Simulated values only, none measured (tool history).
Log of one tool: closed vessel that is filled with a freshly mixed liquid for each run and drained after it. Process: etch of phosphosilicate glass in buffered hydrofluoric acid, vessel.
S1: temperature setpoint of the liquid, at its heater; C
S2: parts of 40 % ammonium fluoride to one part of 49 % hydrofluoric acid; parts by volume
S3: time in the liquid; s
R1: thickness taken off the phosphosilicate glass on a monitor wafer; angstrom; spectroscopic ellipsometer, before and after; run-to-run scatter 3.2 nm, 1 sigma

Run 1, day 0: S1 24 C, S2 9.5 parts by volume, S3 90 s. Result: R1 5123.9 angstrom.
Run 2, day 0.212: S1 22.5 C, S2 9.5 parts by volume, S3 90 s. Result: R1 4700.5 angstrom.
Run 3, day 0.279: S1 24 C, S2 9.5 parts by volume, S3 90 s. Result: R1 5071.8 angstrom.
Run 4, day 0.442: S1 24 C, S2 9.5 parts by volume, S3 95 s. Result: R1 5348.1 angstrom.
Run 5, day 0.646: S1 21 C, S2 9.5 parts by volume, S3 95 s. Result: R1 4598.5 angstrom.
Run 6, day 0.7: S1 23 C, S2 9.5 parts by volume, S3 95 s. Result: R1 5057.9 angstrom.
Run 7, day 0.742: S1 25 C, S2 9.5 parts by volume, S3 95 s. Result: R1 5666.2 angstrom.
Run 8, day 1.1: S1 25 C, S2 9.5 parts by volume, S3 95 s. Result: R1 5664.9 angstrom.
Run 9, day 1.338: S1 29 C, S2 9.5 parts by volume, S3 95 s. Result: R1 7023.3 angstrom.
Run 10, day 1.6: S1 29.5 C, S2 9.5 parts by volume, S3 95 s. Result: R1 7234.6 angstrom.
Run 11, day 1.788: S1 30 C, S2 9.5 parts by volume, S3 95 s. Result: R1 7409.3 angstrom.
Run 12, day 2.108: S1 30 C, S2 9.5 parts by volume, S3 95 s. Result: R1 7430.4 angstrom.
Run 13, day 2.196: S1 30 C, S2 9.5 parts by volume, S3 95 s. Result: R1 7389.9 angstrom.

What does the tool deliver on the next run?
Run 14, day 2.55: S1 30.5 C, S2 9.5 parts by volume, S3 95 s. Result: R1 ?.

R1: 7569.9 angstrom
